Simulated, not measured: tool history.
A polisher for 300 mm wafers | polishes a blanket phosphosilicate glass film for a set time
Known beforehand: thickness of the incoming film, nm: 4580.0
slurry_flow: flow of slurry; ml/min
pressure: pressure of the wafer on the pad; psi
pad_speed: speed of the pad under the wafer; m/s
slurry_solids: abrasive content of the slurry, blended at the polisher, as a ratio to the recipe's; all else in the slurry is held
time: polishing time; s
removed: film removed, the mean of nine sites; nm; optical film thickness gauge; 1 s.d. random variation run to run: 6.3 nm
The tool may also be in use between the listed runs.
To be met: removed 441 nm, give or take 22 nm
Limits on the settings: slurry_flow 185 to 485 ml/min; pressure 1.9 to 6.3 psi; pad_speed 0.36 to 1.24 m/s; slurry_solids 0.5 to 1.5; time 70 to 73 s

| run | hour | slurry_flow | pressure | pad_speed | slurry_solids | time | removed |
|---|---|---|---|---|---|---|---|
| 1 | 0 | 310 | 4.1 | 0.8 | 1 | 70 | 759.6 |
| 2 | 5.9 | 310 | 3.5 | 0.8 | 1 | 70 | 668.51 |
| 3 | 14.3 | 310 | 3 | 0.78 | 1 | 70 | 580.64 |
| 4 | 19 | 310 | 3 | 0.78 | 1 | 70 | 601.61 |
| 5 | 26.7 | 310 | 2.7 | 0.74 | 1 | 70 | 536.07 |
| 6 | 34.6 | 255 | 2.7 | 0.74 | 1 | 70 | 530.93 |
| 7 | 36.5 | 255 | 2.5 | 0.72 | 1 | 70 | 487.93 |
| 8 | 37.8 | 255 | 2.4 | 0.72 | 1 | 70 | 477.46 |

Exactly one of the 4 candidate moves below puts every result within its allowed miss. Which one?
| A | 39.1 | 235 | 2.6 | 0.66 | 1.05 | 70 | ? |
| B | 39.1 | 300 | 2.2 | 0.62 | 0.9 | 70 | ? |
| C | 39.1 | 215 | 2.3 | 0.8 | 0.95 | 72 | ? |
| D | 39.1 | 280 | 3.2 | 0.68 | 0.7 | 73 | ? |

| move | removed |
|---|---|
| A | 487.63 |
| B | 386.94 |
| C | 478.42 |
| D | 442 |
A: the biggest miss grows against the last run
B: takes the biggest miss from the last run beyond its target
C: no nearer and no further than the last run
D: every result within its allowed miss
The move that meets every target is D.

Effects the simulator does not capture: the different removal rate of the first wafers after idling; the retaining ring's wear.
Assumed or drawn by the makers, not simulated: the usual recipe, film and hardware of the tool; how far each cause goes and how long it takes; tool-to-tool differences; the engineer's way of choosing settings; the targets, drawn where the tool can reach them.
